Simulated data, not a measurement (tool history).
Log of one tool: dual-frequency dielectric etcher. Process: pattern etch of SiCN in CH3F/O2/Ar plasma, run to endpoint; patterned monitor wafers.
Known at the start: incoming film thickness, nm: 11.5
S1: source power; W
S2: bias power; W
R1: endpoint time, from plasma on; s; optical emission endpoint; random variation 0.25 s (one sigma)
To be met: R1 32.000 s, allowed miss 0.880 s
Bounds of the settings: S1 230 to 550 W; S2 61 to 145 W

Run 1, hour 0.0: S1 390 W, S2 103 W. Result: R1 27.400 s.
Run 2, hour 1.0: S1 360 W, S2 100 W. Result: R1 28.486 s.
Run 3, hour 4.1: S1 330 W, S2 97 W. Result: R1 29.377 s.
Run 4, hour 11.1: S1 330 W, S2 109 W. Result: R1 28.211 s.
Run 5, hour 15.5: S1 310 W, S2 104 W. Result: R1 29.638 s.
Run 6, hour 18.8: S1 290 W, S2 103 W. Result: R1 30.900 s.
Run 7, hour 25.4: S1 280 W, S2 103 W. Result: R1 30.554 s.
Run 8, hour 29.6: S1 240 W, S2 94 W. Result: R1 34.070 s.
Run 9, hour 38.1: S1 250 W, S2 95 W. Result: R1 32.988 s.

Which of these 4 next moves meets every target?
Run A, hour 46.6: S1 230 W, S2 92 W. Result: R1 ?.
Run B, hour 46.6: S1 250 W, S2 83 W. Result: R1 ?.
Run C, hour 46.6: S1 300 W, S2 98 W. Result: R1 ?.
Run D, hour 46.6: S1 280 W, S2 93 W. Result: R1 ?.

move      R1
   A  34.591
   B  35.086
   C  30.779
   D  32.206
A: further off than the last run
B: further off than the last run
C: takes the result that was furthest off past its target
D: meets every target
Answer: D
